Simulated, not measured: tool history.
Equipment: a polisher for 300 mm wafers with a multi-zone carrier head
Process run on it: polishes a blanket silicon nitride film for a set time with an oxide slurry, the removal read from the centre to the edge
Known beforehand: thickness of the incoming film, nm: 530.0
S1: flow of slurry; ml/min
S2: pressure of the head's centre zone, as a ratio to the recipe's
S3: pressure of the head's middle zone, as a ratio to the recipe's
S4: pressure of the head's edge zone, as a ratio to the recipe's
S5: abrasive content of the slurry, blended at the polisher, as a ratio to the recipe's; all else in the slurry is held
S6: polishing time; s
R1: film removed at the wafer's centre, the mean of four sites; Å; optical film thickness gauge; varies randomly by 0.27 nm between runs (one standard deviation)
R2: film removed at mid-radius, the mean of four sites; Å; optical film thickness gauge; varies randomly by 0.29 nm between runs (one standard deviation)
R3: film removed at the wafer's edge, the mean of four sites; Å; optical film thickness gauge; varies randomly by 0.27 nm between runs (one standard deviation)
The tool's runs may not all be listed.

{"run": 1, "day": 0.0, "S1": 305, "S2": 1, "S3": 1, "S4": 1, "S5": 1, "S6": 33, "R1": 172.95, "R2": 166.11, "R3": 173.12}
{"run": 2, "day": 0.338, "S1": 310, "S2": 1.02, "S3": 1.03, "S4": 1.01, "S5": 1.1, "S6": 33, "R1": 183.42, "R2": 180, "R3": 181.56}
{"run": 3, "day": 0.675, "S1": 315, "S2": 1.04, "S3": 1.05, "S4": 1.03, "S5": 1.15, "S6": 33, "R1": 194.79, "R2": 186.32, "R3": 186.53}
{"run": 4, "day": 1.008, "S1": 315, "S2": 1.04, "S3": 1.05, "S4": 1.03, "S5": 1.15, "S6": 37, "R1": 218.03, "R2": 207.22, "R3": 210.92}
{"run": 5, "day": 1.129, "S1": 320, "S2": 1.05, "S3": 1.07, "S4": 1.04, "S5": 1.2, "S6": 37, "R1": 223.28, "R2": 220.28, "R3": 216.17}
{"run": 6, "day": 1.496, "S1": 320, "S2": 1.05, "S3": 1.07, "S4": 1.04, "S5": 1.4, "S6": 37, "R1": 235.74, "R2": 236.7, "R3": 234.29}
{"run": 7, "day": 1.754, "S1": 325, "S2": 1.06, "S3": 1.08, "S4": 1.05, "S5": 1.4, "S6": 37, "R1": 242.08, "R2": 237.8, "R3": 231.99}
{"run": 8, "day": 2.0, "S1": 325, "S2": 1.07, "S3": 1.09, "S4": 1.06, "S5": 1.4, "S6": 37, "R1": 244.66, "R2": 244.76, "R3": 237.74}

The next listed run, before its measurement:
{"run": 9, "day": 2.133, "S1": 330, "S2": 1.08, "S3": 1.1, "S4": 1.06, "S5": 1.4, "S6": 37, "R1": "?", "R2": "?", "R3": "?"}

{"run 9": {"R1": 251.31, "R2": 243.28, "R3": 237.6}}

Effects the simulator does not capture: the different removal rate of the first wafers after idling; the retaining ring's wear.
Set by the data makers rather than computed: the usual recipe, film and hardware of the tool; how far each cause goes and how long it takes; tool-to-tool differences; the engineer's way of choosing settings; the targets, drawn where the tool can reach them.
